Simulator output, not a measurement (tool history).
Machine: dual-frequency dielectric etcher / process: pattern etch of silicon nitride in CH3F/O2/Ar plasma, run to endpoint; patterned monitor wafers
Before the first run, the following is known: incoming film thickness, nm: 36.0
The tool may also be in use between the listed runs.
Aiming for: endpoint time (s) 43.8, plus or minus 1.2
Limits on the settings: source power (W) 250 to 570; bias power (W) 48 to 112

| run | hour | source power (W) | bias power (W) | endpoint time (s) |
|---|---|---|---|---|
| 1 | 0 | 410 | 80 | 50.096 |
| 2 | 7.3 | 430 | 81 | 49.299 |
| 3 | 10 | 430 | 67 | 52.575 |
| 4 | 18.7 | 450 | 70 | 50.586 |
| 5 | 26.1 | 470 | 72 | 48.998 |
| 6 | 30.7 | 470 | 58 | 52.112 |
| 7 | 33.2 | 490 | 61 | 50.774 |
| 8 | 39.2 | 570 | 77 | 45.04 |

Exactly one of the 5 candidate moves below puts every result within its allowed miss. Which one?
| A | 45.2 | 530 | 73 | ? |
| B | 45.2 | 520 | 66 | ? |
| C | 45.2 | 570 | 82 | ? |
| D | 45.2 | 570 | 65 | ? |
| E | 45.2 | 570 | 99 | ? |

| move | endpoint time (s) |
|---|---|
| A | 46.841 |
| B | 48.448 |
| C | 44.157 |
| D | 46.988 |
| E | 41.818 |
A: its largest miss is bigger than the last run's
B: its largest miss is bigger than the last run's
C: every result within its allowed miss
D: its largest miss is bigger than the last run's
E: takes the result that was furthest off past its target
Answer: C
